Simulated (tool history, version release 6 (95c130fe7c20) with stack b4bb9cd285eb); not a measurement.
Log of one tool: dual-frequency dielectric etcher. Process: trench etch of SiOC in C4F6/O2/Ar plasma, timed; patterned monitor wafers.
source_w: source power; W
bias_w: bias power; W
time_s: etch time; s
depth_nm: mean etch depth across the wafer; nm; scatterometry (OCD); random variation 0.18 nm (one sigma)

run  hour  source_w  bias_w  time_s  depth_nm
  1     0       460     190    13.5    27.422
  2   3.5       460     190    12.5    25.481
  3   5.7       490     198    12.5    26.361
  4   6.6       490     198    12.5    26.429
  5  12.6       530     198    12.5     27.47
  6    17       530     220    12.5    28.245
  7  25.8       530     220    12.5    28.345

Forecast run 8:
  8  27.2       550     224    12.5         ?

depth_nm: 28.743 nm

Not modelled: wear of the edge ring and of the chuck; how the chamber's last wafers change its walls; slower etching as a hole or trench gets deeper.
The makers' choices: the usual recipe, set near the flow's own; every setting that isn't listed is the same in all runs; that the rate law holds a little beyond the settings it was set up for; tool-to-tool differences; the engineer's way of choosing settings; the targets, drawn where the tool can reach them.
